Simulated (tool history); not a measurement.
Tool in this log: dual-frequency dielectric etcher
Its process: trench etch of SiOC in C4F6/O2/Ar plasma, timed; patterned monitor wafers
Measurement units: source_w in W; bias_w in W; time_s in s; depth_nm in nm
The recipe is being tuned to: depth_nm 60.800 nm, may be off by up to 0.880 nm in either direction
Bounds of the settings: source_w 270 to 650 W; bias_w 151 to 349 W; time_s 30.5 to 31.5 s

run,hour,source_w,bias_w,time_s,depth_nm
1,0.0,460,250,30.5,76.076
2,2.4,460,288,30.5,81.930
3,6.0,430,275,30.5,77.638
4,11.6,430,313,30.5,83.464
5,15.0,400,296,30.5,77.505
6,17.3,380,288,30.5,75.153
7,25.7,360,279,30.5,71.861
8,26.5,340,273,30.5,68.387
9,31.3,330,271,30.5,68.122
10,34.7,320,267,30.5,66.278
# hour 41.4: wet clean of the chamber
11,41.4,270,239,30.5,54.474
12,46.5,280,239,30.5,55.431
13,55.5,290,239,30.5,57.267
14,56.6,300,239,30.5,57.848
15,64.5,310,239,30.5,58.631

Which single option among these 5 for the next run brings every result within its allowed miss of target? Just one does.
A,72.4,300,245,31.5,?
B,72.4,370,228,31.0,?
C,72.4,350,225,31.5,?
D,72.4,380,216,31.5,?
E,72.4,320,265,30.5,?

move,depth_nm
A,60.467
B,63.359
C,62.206
D,63.240
E,63.122
A: meets every target
B: takes the result that was furthest off past its target
C: takes the result that was furthest off past its target
D: takes the result that was furthest off past its target
E: takes the result that was furthest off past its target
Go with A: it meets all targets.
